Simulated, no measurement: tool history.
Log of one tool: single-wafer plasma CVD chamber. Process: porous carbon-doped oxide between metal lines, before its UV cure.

| run | hour | heater temperature setpoint (°C) | RF power (kW) | deposition time (s) | mean film thickness on the monitor wafer (nm) |
|---|---|---|---|---|---|
| 1 | 0 | 315 | 0.65 | 31.5 | 178.93 |
| 2 | 2.2 | 311 | 0.68 | 31.5 | 187.91 |
| 3 | 8.7 | 308 | 0.7 | 31.5 | 193.15 |
| 4 | 15 | 314 | 0.7 | 31.5 | 188.01 |
| 5 | 22.6 | 310 | 0.725 | 31.5 | 195.77 |
| 6 | 28.9 | 307 | 0.74 | 31.5 | 200.56 |

Forecast run 7:
| 7 | 29.4 | 305 | 0.755 | 31.5 | ? |

{"run 7": {"mean film thickness on the monitor wafer (nm)": 205.05}}
